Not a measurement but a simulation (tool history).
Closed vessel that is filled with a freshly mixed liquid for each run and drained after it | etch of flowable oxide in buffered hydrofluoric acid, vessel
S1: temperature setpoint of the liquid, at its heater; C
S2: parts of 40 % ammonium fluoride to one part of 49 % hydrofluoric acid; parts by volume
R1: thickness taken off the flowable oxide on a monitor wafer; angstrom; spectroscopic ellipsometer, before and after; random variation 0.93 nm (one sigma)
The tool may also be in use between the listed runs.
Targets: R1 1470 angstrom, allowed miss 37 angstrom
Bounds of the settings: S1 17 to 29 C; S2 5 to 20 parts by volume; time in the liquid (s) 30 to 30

run 1 hour=0 | S1=21 S2=12 time_in_the_liquid_(s)=30 | R1=1033.3
run 2 hour=9.1 | S1=22.5 S2=12 time_in_the_liquid_(s)=30 | R1=1111.8
run 3 hour=12.8 | S1=22.5 S2=9.5 time_in_the_liquid_(s)=30 | R1=1383.1
run 4 hour=14.9 | S1=23 S2=9.5 time_in_the_liquid_(s)=30 | R1=1416.8
run 5 hour=16.6 | S1=23 S2=6.5 time_in_the_liquid_(s)=30 | R1=2072.5
run 6 hour=24.4 | S1=26 S2=6.5 time_in_the_liquid_(s)=30 | R1=2426.4
run 7 hour=31.4 | S1=22 S2=7 time_in_the_liquid_(s)=30 | R1=1850.9
run 8 hour=40.2 | S1=21 S2=7 time_in_the_liquid_(s)=30 | R1=1727.8
run 9 hour=49.5 | S1=20.5 S2=7 time_in_the_liquid_(s)=30 | R1=1692.6
run 10 hour=52 | S1=20 S2=7 time_in_the_liquid_(s)=30 | R1=1616.9

5 next moves are on the table. One of them brings every result within its allowed miss. Which?
run A hour=54.5 | S1=20 S2=8 time_in_the_liquid_(s)=30 | R1=?
run B hour=54.5 | S1=17 S2=7 time_in_the_liquid_(s)=30 | R1=?
run C hour=54.5 | S1=17 S2=6.5 time_in_the_liquid_(s)=30 | R1=?
run D hour=54.5 | S1=23 S2=10 time_in_the_liquid_(s)=30 | R1=?
run E hour=54.5 | S1=19.5 S2=8 time_in_the_liquid_(s)=30 | R1=?

move=A R1=1410.2
move=B R1=1375.2
move=C R1=1466.7
move=D R1=1371.4
move=E R1=1371.2
A: takes the result that was furthest off past its target
B: takes the result that was furthest off past its target
C: meets every target
D: takes the result that was furthest off past its target
E: takes the result that was furthest off past its target
The right move is C.

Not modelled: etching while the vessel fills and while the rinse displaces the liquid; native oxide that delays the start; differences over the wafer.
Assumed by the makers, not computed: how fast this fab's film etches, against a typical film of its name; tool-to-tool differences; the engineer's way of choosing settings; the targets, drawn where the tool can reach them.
